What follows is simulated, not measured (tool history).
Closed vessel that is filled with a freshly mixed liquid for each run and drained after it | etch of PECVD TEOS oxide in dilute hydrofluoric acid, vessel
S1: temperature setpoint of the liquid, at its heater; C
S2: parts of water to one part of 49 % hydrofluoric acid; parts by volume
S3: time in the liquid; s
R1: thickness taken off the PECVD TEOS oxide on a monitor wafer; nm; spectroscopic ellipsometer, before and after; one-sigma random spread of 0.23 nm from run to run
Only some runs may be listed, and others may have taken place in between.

| run | hour | S1 | S2 | S3 | R1 |
|---|---|---|---|---|---|
| 1 | 0.0 | 21.0 | 165 | 320 | 11.872 |
| 2 | 2.6 | 23.5 | 130 | 320 | 16.956 |
| 3 | 5.5 | 23.5 | 130 | 320 | 17.284 |
| 4 | 11.3 | 23.5 | 130 | 320 | 17.217 |
| 5 | 17.2 | 25.5 | 110 | 320 | 22.561 |
| 6 | 19.8 | 23.5 | 110 | 320 | 20.932 |
| 7 | 25.2 | 27.5 | 60 | 320 | 47.812 |
| 8 | 32.5 | 26.0 | 60 | 320 | 45.242 |
| 9 | 36.4 | 24.0 | 60 | 320 | 41.419 |
| 10 | 42.8 | 22.5 | 60 | 320 | 38.631 |
| 11 | 48.6 | 21.5 | 60 | 320 | 37.357 |

Expected results for the next run?
| 12 | 56.4 | 21.0 | 60 | 320 | ? |

R1: 36.456 nm
